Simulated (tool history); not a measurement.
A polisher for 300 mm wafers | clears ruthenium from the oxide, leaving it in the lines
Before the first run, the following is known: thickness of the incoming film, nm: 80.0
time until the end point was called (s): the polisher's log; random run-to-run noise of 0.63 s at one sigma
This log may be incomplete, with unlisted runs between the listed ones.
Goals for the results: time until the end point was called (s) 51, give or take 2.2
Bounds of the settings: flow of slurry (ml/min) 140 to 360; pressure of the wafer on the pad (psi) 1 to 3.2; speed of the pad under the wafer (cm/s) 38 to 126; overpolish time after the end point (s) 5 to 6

run	day	flow of slurry (ml/min)	pressure of the wafer on the pad (psi)	speed of the pad under the wafer (cm/s)	overpolish time after the end point (s)	time until the end point was called (s)
1	0	230	2.1	82	6	87.306
2	0.042	230	2.1	98	6	72.774
3	0.192	175	2.1	98	6	76.068
4	0.417	175	2.1	98	5	75.579
5	0.658	210	2.1	98	5	72.539
6	0.821	210	2.4	98	5	66.804
7	0.858	215	2.5	98	5	65.544
8	1.221	215	2.6	98	5	62.614
9	1.408	215	2.7	98	5	61.244
10	1.617	215	2.8	98	5	58.829
11	1.767	215	2.9	98	5	56.68
12	2.096	220	3.1	98	5	55.014

Consider the 5 candidate settings below. Which is the only one whose results all fall within their allowed miss of target?
A	2.425	180	2.7	110	6	?
B	2.425	195	3.1	106	6	?
C	2.425	220	3	98	6	?
D	2.425	245	3	88	5	?
E	2.425	220	2.9	100	6	?

move	time until the end point was called (s)
A	55.746
B	51.523
C	56.177
D	61.628
E	56.512
A: its largest miss is bigger than the last run's
B: all results land within tolerance of their targets
C: its largest miss is bigger than the last run's
D: its largest miss is bigger than the last run's
E: its largest miss is bigger than the last run's
B meets every target.
